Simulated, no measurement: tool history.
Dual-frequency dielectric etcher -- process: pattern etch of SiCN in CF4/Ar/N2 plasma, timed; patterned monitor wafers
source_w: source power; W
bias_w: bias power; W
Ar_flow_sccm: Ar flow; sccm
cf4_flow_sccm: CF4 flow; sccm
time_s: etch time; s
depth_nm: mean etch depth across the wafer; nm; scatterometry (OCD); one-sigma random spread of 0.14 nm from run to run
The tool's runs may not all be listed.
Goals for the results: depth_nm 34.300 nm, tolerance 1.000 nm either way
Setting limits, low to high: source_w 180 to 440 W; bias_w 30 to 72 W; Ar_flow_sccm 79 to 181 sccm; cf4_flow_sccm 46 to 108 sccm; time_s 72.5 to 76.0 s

run 1 hour=0.0 | source_w=310 bias_w=51 Ar_flow_sccm=130 cf4_flow_sccm=77 time_s=72.5 | depth_nm=39.235
run 2 hour=5.0 | source_w=300 bias_w=51 Ar_flow_sccm=130 cf4_flow_sccm=77 time_s=72.5 | depth_nm=38.109
run 3 hour=12.4 | source_w=290 bias_w=51 Ar_flow_sccm=130 cf4_flow_sccm=77 time_s=72.5 | depth_nm=36.793
run 4 hour=14.2 | source_w=280 bias_w=51 Ar_flow_sccm=130 cf4_flow_sccm=77 time_s=72.5 | depth_nm=35.314
run 5 hour=15.3 | source_w=310 bias_w=51 Ar_flow_sccm=130 cf4_flow_sccm=77 time_s=72.5 | depth_nm=39.244
run 6 hour=22.4 | source_w=350 bias_w=51 Ar_flow_sccm=130 cf4_flow_sccm=77 time_s=72.5 | depth_nm=44.682
run 7 hour=27.9 | source_w=340 bias_w=51 Ar_flow_sccm=130 cf4_flow_sccm=77 time_s=72.5 | depth_nm=43.588
run 8 hour=33.7 | source_w=330 bias_w=51 Ar_flow_sccm=130 cf4_flow_sccm=77 time_s=72.5 | depth_nm=42.184
run 9 hour=39.4 | source_w=320 bias_w=51 Ar_flow_sccm=130 cf4_flow_sccm=77 time_s=72.5 | depth_nm=40.695
run 10 hour=41.3 | source_w=310 bias_w=51 Ar_flow_sccm=130 cf4_flow_sccm=77 time_s=72.5 | depth_nm=39.389
run 11 hour=45.0 | source_w=300 bias_w=51 Ar_flow_sccm=130 cf4_flow_sccm=77 time_s=72.5 | depth_nm=38.263
run 12 hour=47.3 | source_w=290 bias_w=51 Ar_flow_sccm=130 cf4_flow_sccm=77 time_s=72.5 | depth_nm=36.512

Consider the 5 candidate settings below. Which is the only one whose results all fall within their allowed miss of target?
run A hour=49.6 | source_w=300 bias_w=50 Ar_flow_sccm=134 cf4_flow_sccm=75 time_s=75.5 | depth_nm=?
run B hour=49.6 | source_w=320 bias_w=52 Ar_flow_sccm=150 cf4_flow_sccm=81 time_s=74.0 | depth_nm=?
run C hour=49.6 | source_w=300 bias_w=53 Ar_flow_sccm=129 cf4_flow_sccm=78 time_s=72.5 | depth_nm=?
run D hour=49.6 | source_w=280 bias_w=48 Ar_flow_sccm=166 cf4_flow_sccm=69 time_s=75.0 | depth_nm=?
run E hour=49.6 | source_w=270 bias_w=58 Ar_flow_sccm=100 cf4_flow_sccm=85 time_s=76.0 | depth_nm=?

move=A depth_nm=39.145
move=B depth_nm=41.001
move=C depth_nm=38.507
move=D depth_nm=34.104
move=E depth_nm=38.696
A: moves away from the targets compared with the last run
B: moves away from the targets compared with the last run
C: moves away from the targets compared with the last run
D: all results in spec
E: moves away from the targets compared with the last run
Correct choice: D, which meets every target

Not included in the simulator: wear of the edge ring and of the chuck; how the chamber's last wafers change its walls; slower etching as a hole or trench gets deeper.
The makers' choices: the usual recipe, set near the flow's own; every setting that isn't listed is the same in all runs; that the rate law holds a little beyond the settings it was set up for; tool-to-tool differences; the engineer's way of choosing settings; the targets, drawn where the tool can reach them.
